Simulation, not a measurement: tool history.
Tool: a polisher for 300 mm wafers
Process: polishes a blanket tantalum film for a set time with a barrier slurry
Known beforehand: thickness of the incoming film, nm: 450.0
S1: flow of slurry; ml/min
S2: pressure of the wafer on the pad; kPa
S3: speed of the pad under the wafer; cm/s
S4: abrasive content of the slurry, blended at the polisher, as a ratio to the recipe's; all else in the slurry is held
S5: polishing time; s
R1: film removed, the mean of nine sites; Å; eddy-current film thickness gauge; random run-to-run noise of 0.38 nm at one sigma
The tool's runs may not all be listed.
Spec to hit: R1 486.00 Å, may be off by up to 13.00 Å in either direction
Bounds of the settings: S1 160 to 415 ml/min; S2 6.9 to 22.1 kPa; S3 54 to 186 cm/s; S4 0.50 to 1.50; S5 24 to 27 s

run  hour   S1    S2   S3    S4  S5      R1
  1   0.0  265  14.5  118  1.00  27  694.27
  2   2.3  265  14.5  118  1.00  27  677.34
  3  10.2  265  14.5  118  1.15  27  718.24
  4  13.0  260  13.1  118  1.15  27  657.92
  5  14.6  260  13.1  118  1.15  27  667.59
  6  23.1  260  14.5  118  1.15  27  722.94
  7  26.8  260  13.1  118  1.15  27  660.74
  8  31.9  260  11.7  118  1.15  27  607.24
  9  37.4  260  11.0  118  1.15  27  583.45
 10  38.6  260  10.3  118  1.15  27  556.37
 11  40.5  260   9.7  118  1.15  27  524.58

Below are 4 possible settings for the next run. Only one of them brings all results inside the allowed miss of their targets. Which is it?
  A  42.4  280   9.0  118  1.00  27   ?
  B  42.4  250  12.4   84  1.50  25   ?
  C  42.4  305  10.3  142  1.25  24   ?
  D  42.4  225   7.6  120  1.30  26   ?

move      R1
   A  479.81
   B  454.31
   C  613.09
   D  448.58
A: each result inside its tolerance
B: the result that was furthest off in the last run now lies on the other side of its target
C: its largest miss is bigger than the last run's
D: the result that was furthest off in the last run now lies on the other side of its target
Go with A: it meets all targets.
